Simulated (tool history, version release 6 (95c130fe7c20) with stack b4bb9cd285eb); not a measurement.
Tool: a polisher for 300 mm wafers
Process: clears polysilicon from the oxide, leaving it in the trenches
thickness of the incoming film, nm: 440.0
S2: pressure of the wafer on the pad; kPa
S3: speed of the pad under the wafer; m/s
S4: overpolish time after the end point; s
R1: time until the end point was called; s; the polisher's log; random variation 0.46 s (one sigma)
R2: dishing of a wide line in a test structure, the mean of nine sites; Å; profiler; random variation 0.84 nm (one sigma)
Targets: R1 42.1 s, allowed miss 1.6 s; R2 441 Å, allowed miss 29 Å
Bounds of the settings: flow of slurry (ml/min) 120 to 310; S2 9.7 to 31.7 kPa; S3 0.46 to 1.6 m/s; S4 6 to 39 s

Run 1, day 0: flow of slurry (ml/min) 200, S2 20.7 kPa, S3 1.02 m/s, S4 20 s. Result: R1 33.75 s, R2 438.81 Å.
Run 2, day 0.371: flow of slurry (ml/min) 200, S2 20.7 kPa, S3 1.02 m/s, S4 14 s. Result: R1 33.752 s, R2 451.17 Å.
Run 3, day 0.642: flow of slurry (ml/min) 200, S2 20.7 kPa, S3 1.02 m/s, S4 6 s. Result: R1 33.839 s, R2 376.45 Å.
Run 4, day 0.888: flow of slurry (ml/min) 200, S2 20.7 kPa, S3 1.02 m/s, S4 15 s. Result: R1 34.071 s, R2 452.9 Å.
At day 1.258: head pressure recalibrated.
Run 5, day 1.258: flow of slurry (ml/min) 200, S2 20 kPa, S3 1.02 m/s, S4 15 s. Result: R1 32.658 s, R2 445.66 Å.
Run 6, day 1.538: flow of slurry (ml/min) 200, S2 19.3 kPa, S3 1 m/s, S4 15 s. Result: R1 34.125 s, R2 445.36 Å.
Run 7, day 1.675: flow of slurry (ml/min) 200, S2 18.6 kPa, S3 0.98 m/s, S4 14 s. Result: R1 37.134 s, R2 440.96 Å.
Run 8, day 2: flow of slurry (ml/min) 200, S2 18.6 kPa, S3 0.98 m/s, S4 14 s. Result: R1 35.853 s, R2 435.48 Å.

5 next moves are on the table. One of them brings every result within its allowed miss. Which?
Run A, day 2.325: flow of slurry (ml/min) 220, S2 22.1 kPa, S3 0.8 m/s, S4 8 s. Result: R1 ?, R2 ?.
Run B, day 2.325: flow of slurry (ml/min) 160, S2 17.2 kPa, S3 0.92 m/s, S4 22 s. Result: R1 ?, R2 ?.
Run C, day 2.325: flow of slurry (ml/min) 185, S2 16.5 kPa, S3 1 m/s, S4 16 s. Result: R1 ?, R2 ?.
Run D, day 2.325: flow of slurry (ml/min) 190, S2 18.6 kPa, S3 0.94 m/s, S4 14 s. Result: R1 ?, R2 ?.
Run E, day 2.325: flow of slurry (ml/min) 210, S2 21.4 kPa, S3 0.8 m/s, S4 22 s. Result: R1 ?, R2 ?.

move      R1      R2
   A   38.14  380.38
   B  42.027  426.72
   C  38.912  422.65
   D  37.819   419.5
   E  39.312  427.29
A: nearer than the last run, and not there yet
B: meets every target
C: nearer than the last run, and not there yet
D: nearer than the last run, and not there yet
E: nearer than the last run, and not there yet
Move B is the one to make.
